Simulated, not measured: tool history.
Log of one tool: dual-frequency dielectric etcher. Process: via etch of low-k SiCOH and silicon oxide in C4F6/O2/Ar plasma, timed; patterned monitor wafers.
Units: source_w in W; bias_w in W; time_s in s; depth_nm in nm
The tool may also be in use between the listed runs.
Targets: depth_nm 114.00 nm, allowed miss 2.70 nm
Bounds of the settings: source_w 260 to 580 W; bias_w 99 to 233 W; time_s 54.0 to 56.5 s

Run 1, hour 0.0: source_w 420 W, bias_w 166 W, time_s 54.0 s. Result: depth_nm 130.04 nm.
Run 2, hour 1.1: source_w 380 W, bias_w 161 W, time_s 54.0 s. Result: depth_nm 124.07 nm.
Run 3, hour 4.8: source_w 360 W, bias_w 158 W, time_s 54.0 s. Result: depth_nm 121.47 nm.
Run 4, hour 11.0: source_w 340 W, bias_w 158 W, time_s 54.0 s. Result: depth_nm 121.05 nm.
Run 5, hour 18.2: source_w 400 W, bias_w 158 W, time_s 54.0 s. Result: depth_nm 125.59 nm.
Run 6, hour 21.4: source_w 370 W, bias_w 158 W, time_s 54.0 s. Result: depth_nm 122.49 nm.
Run 7, hour 24.2: source_w 350 W, bias_w 155 W, time_s 54.0 s. Result: depth_nm 120.34 nm.
Run 8, hour 27.0: source_w 330 W, bias_w 152 W, time_s 54.0 s. Result: depth_nm 117.64 nm.

Which of these 5 next moves meets every target?
Run A, hour 29.8: source_w 320 W, bias_w 158 W, time_s 55.5 s. Result: depth_nm ?.
Run B, hour 29.8: source_w 260 W, bias_w 121 W, time_s 56.0 s. Result: depth_nm ?.
Run C, hour 29.8: source_w 360 W, bias_w 146 W, time_s 54.5 s. Result: depth_nm ?.
Run D, hour 29.8: source_w 270 W, bias_w 140 W, time_s 56.0 s. Result: depth_nm ?.
Run E, hour 29.8: source_w 340 W, bias_w 151 W, time_s 55.5 s. Result: depth_nm ?.

move  depth_nm
   A    121.55
   B    107.39
   C    120.03
   D    113.29
   E    121.69
A: further off than the last run
B: takes the result that was furthest off past its target
C: further off than the last run
D: meets every target
E: further off than the last run
Answer: D

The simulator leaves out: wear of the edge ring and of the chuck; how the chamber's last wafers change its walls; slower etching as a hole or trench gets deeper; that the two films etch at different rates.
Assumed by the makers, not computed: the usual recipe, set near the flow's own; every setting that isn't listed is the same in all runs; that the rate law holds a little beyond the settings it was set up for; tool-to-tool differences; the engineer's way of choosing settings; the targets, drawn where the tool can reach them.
